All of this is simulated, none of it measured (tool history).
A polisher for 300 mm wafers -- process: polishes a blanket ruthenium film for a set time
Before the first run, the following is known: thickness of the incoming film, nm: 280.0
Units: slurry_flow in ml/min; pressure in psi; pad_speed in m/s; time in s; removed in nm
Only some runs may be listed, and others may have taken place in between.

{"run": 1, "hour": 0.0, "slurry_flow": 245, "pressure": 2, "pad_speed": 0.84, "time": 40, "removed": 35.976}
{"run": 2, "hour": 7.1, "slurry_flow": 245, "pressure": 2, "pad_speed": 1.04, "time": 40, "removed": 43.09}
{"run": 3, "hour": 10.3, "slurry_flow": 245, "pressure": 1.7, "pad_speed": 1, "time": 40, "removed": 37.766}
{"run": 4, "hour": 18.8, "slurry_flow": 245, "pressure": 1.5, "pad_speed": 0.94, "time": 40, "removed": 33.704}
{"run": 5, "hour": 26.6, "slurry_flow": 245, "pressure": 1.5, "pad_speed": 1.04, "time": 40, "removed": 36.573}
{"run": 6, "hour": 32.2, "slurry_flow": 245, "pressure": 1.5, "pad_speed": 1.04, "time": 36, "removed": 32.684}
{"run": 7, "hour": 39.9, "slurry_flow": 240, "pressure": 0.9, "pad_speed": 0.94, "time": 36, "removed": 23.987}

Run 8 comes next. What will it give?
{"run": 8, "hour": 42.5, "slurry_flow": 240, "pressure": 0.9, "pad_speed": 0.92, "time": 36, "removed": "?"}

Run 8 yielded removed 23.297 nm.
